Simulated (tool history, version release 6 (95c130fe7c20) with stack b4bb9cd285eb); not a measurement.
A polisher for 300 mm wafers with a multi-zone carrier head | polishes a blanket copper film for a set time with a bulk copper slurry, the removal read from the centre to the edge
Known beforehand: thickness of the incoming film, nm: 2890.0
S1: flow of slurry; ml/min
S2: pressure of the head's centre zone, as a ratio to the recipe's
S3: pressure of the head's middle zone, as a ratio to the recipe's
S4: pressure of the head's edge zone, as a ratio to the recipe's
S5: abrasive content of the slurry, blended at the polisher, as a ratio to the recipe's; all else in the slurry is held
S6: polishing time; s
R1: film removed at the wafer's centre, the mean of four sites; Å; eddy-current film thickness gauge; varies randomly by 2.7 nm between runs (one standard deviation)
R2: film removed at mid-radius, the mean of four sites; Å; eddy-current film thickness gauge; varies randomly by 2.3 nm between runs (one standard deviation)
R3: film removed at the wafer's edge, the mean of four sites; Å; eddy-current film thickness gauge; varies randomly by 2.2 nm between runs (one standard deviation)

run,day,S1,S2,S3,S4,S5,S6,R1,R2,R3
1,0,215,1,1,1,1,38,3347.3,3309.8,3454.4
2,0.025,215,1,1,1,1.1,38,3375.5,3368.9,3510.3
3,0.179,215,0.98,1.01,0.97,1,34,2902.7,2984.8,2999.2
4,0.538,245,0.98,1.01,0.97,1,34,2918.7,3111.8,3057
5,0.771,240,0.96,1,0.94,0.9,32,2657.1,2811.2,2756.2
6,0.804,240,0.94,1,0.92,0.8,30,2507.6,2617.3,2483.7

Forecast run 7:
7,0.854,245,0.91,1,0.92,0.75,28,?,?,?

{"run 7": {"R1": 2212.4, "R2": 2372.2, "R3": 2329.2}}

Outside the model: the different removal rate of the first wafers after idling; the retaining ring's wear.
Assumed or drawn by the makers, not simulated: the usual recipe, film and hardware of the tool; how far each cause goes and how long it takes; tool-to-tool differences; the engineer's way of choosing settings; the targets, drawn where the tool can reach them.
